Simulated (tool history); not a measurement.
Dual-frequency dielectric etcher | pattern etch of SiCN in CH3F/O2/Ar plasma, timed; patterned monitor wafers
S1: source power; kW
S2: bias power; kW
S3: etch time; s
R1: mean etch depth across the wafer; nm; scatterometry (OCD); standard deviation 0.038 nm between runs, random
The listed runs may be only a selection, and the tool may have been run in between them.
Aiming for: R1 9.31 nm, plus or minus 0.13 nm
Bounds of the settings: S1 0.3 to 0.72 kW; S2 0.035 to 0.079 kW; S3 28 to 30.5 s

run  hour    S1     S2    S3      R1
  1     0  0.51  0.057  30.5  10.599
  2   4.4  0.51  0.057    28  9.7419
  3   5.6   0.5  0.057    28  9.7106
  4  10.6   0.5  0.057    28  9.6311
  5  17.8  0.56  0.057    28   10.14
  6  26.8  0.56  0.064    28  10.729
  7  28.4  0.54  0.064    28  10.634
  8  30.2  0.52  0.064    28  10.391
  9  33.7   0.5  0.064    28  10.301
 10  36.2  0.48  0.064    28   10.08
 11  43.3  0.47  0.064    28  9.9576
 12  47.9  0.46  0.064    28  9.9036
 13  55.6  0.45  0.064    28  9.8246
 14  62.2  0.44  0.064    28  9.7752
 15  71.1  0.43  0.064    28  9.7064
 16  77.6  0.42  0.064    28  9.5717

4 candidate next runs follow, results not yet known. Just one meets every target within its allowed miss. Identify it.
  A  84.1  0.42  0.063    29   ?
  B  84.1  0.35   0.06  30.5   ?
  C  84.1  0.47  0.059    28   ?
  D  84.1  0.42  0.059    29   ?

move      R1
   A  9.8839
   B  9.3889
   C  9.6699
   D  9.5561
A: moves away from the targets compared with the last run
B: every result lands within tolerance
C: moves away from the targets compared with the last run
D: better than the last run, though not everything is in spec
Go with B: it meets all targets.
